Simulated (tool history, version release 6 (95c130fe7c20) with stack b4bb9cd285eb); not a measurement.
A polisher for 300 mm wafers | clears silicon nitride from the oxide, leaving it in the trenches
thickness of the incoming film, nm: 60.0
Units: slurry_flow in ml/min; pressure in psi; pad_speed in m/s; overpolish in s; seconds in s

run  hour  slurry_flow  pressure  pad_speed  overpolish  seconds
  1     0          250       1.8       1.16           5   118.81
  2   2.6          250       1.8       1.36           5   104.13
  3     9          250       1.9       1.36           5   99.489
  4    18          250         2       1.36           5   94.984
  5  26.8          250         2       1.36           5   94.943
  6  35.7          250       1.6       1.36           5   117.21
  7  41.3          255       1.8       1.36           5   106.12

The next listed run, before its measurement:
  8  49.4          255       1.9       1.36           5        ?

seconds: 98.693 s
